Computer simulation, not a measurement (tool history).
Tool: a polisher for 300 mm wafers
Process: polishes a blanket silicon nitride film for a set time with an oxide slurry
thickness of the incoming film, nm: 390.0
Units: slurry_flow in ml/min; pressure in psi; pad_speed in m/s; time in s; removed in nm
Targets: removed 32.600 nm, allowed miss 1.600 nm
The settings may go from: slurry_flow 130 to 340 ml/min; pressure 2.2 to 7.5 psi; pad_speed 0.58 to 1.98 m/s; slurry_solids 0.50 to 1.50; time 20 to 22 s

run,day,slurry_flow,pressure,pad_speed,slurry_solids,time,removed
1,0.000,220,4.8,1.28,1.00,22,21.063
2,0.104,220,5.3,1.30,1.00,22,22.976
3,0.300,220,5.8,1.32,1.00,22,25.561
4,0.450,260,5.8,1.32,1.00,22,25.596
5,0.612,260,5.8,1.32,1.00,20,23.125
6,0.721,260,5.8,1.32,0.85,20,21.326
7,0.875,260,6.2,1.38,0.85,20,23.895
8,1.138,260,6.5,1.42,0.85,20,25.452

Which of these 5 next moves meets every target?
A,1.400,255,6.5,1.52,0.75,22,?
B,1.400,230,6.6,1.50,0.80,22,?
C,1.400,230,7.4,1.64,0.85,21,?
D,1.400,255,6.6,1.44,0.95,21,?
E,1.400,330,6.3,1.46,1.10,20,?

move,removed
A,27.720
B,28.261
C,32.958
D,28.357
E,28.422
A: nearer than the last run, and not there yet
B: nearer than the last run, and not there yet
C: meets every target
D: nearer than the last run, and not there yet
E: nearer than the last run, and not there yet
Move C is the one to make.
